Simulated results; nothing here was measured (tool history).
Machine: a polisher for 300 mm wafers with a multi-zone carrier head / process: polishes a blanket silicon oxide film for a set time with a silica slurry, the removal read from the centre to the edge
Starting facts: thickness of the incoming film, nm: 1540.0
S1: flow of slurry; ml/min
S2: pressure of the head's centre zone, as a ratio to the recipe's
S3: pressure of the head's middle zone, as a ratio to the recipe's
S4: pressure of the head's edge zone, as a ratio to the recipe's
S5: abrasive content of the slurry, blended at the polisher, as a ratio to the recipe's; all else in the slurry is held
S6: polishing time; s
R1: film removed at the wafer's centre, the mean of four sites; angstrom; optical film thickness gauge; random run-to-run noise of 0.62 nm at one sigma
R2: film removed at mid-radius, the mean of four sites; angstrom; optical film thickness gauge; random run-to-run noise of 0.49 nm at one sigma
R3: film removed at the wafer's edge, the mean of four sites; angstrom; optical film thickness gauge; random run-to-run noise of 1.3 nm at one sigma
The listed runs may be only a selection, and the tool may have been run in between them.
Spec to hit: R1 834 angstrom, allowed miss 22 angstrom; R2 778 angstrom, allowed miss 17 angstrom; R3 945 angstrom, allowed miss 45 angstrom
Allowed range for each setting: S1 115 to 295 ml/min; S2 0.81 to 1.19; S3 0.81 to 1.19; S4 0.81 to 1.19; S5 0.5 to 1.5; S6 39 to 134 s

Run 1, day 0: S1 190 ml/min, S2 1, S3 1, S4 1, S5 1, S6 86 s. Result: R1 1589.4 angstrom, R2 1518.4 angstrom, R3 1631 angstrom.
Run 2, day 0.371: S1 175 ml/min, S2 1, S3 1, S4 1, S5 1, S6 86 s. Result: R1 1558.1 angstrom, R2 1512.4 angstrom, R3 1604.6 angstrom.
Run 3, day 0.521: S1 170 ml/min, S2 0.97, S3 0.95, S4 0.99, S5 0.85, S6 79 s. Result: R1 1340.4 angstrom, R2 1243.1 angstrom, R3 1346.5 angstrom.
Run 4, day 0.633: S1 160 ml/min, S2 0.93, S3 0.92, S4 1.02, S5 0.75, S6 75 s. Result: R1 1131.5 angstrom, R2 1084.2 angstrom, R3 1241.2 angstrom.
Run 5, day 0.767: S1 155 ml/min, S2 0.91, S3 0.89, S4 1.01, S5 0.7, S6 72 s. Result: R1 1036.3 angstrom, R2 981.01 angstrom, R3 1157.3 angstrom.
Run 6, day 0.792: S1 155 ml/min, S2 0.91, S3 0.89, S4 0.96, S5 0.7, S6 72 s. Result: R1 1012.3 angstrom, R2 965.09 angstrom, R3 1109.8 angstrom.
Run 7, day 0.821: S1 145 ml/min, S2 0.9, S3 0.87, S4 0.94, S5 0.65, S6 72 s. Result: R1 956.13 angstrom, R2 912.65 angstrom, R3 1062.9 angstrom.
Run 8, day 1.092: S1 140 ml/min, S2 0.89, S3 0.85, S4 0.93, S5 0.6, S6 72 s. Result: R1 918.28 angstrom, R2 874.52 angstrom, R3 1027.1 angstrom.
Run 9, day 1.292: S1 135 ml/min, S2 0.89, S3 0.84, S4 0.93, S5 0.55, S6 72 s. Result: R1 871.06 angstrom, R2 812.9 angstrom, R3 966.45 angstrom.
Run 10, day 1.367: S1 130 ml/min, S2 0.89, S3 0.83, S4 0.93, S5 0.55, S6 72 s. Result: R1 864.69 angstrom, R2 797.75 angstrom, R3 983.96 angstrom.
Run 11, day 1.512: S1 125 ml/min, S2 0.89, S3 0.83, S4 0.92, S5 0.55, S6 72 s. Result: R1 868.1 angstrom, R2 793.49 angstrom, R3 975.68 angstrom.
Run 12, day 1.862: S1 125 ml/min, S2 0.88, S3 0.83, S4 0.91, S5 0.55, S6 72 s. Result: R1 858.46 angstrom, R2 798.11 angstrom, R3 963.07 angstrom.

Pick the move, out of 4, that brings all results within their allowed miss; only one does.
Run A, day 2.212: S1 115 ml/min, S2 0.92, S3 0.81, S4 0.89, S5 0.5, S6 76 s. Result: R1 ?, R2 ?, R3 ?.
Run B, day 2.212: S1 140 ml/min, S2 0.93, S3 0.82, S4 0.86, S5 0.5, S6 74 s. Result: R1 ?, R2 ?, R3 ?.
Run C, day 2.212: S1 150 ml/min, S2 0.88, S3 0.81, S4 0.9, S5 0.55, S6 72 s. Result: R1 ?, R2 ?, R3 ?.
Run D, day 2.212: S1 115 ml/min, S2 0.89, S3 0.84, S4 0.91, S5 0.5, S6 74 s. Result: R1 ?, R2 ?, R3 ?.

move      R1      R2      R3
   A  875.57  772.48  947.59
   B  907.36  794.85  939.37
   C  886.18  808.44   978.8
   D  826.64  773.92  930.83
A: brings the result that was furthest off to its target, and leaves another outside
B: brings the result that was furthest off to its target, and leaves another outside
C: the biggest miss grows against the last run
D: every result lands within tolerance
Answer: D
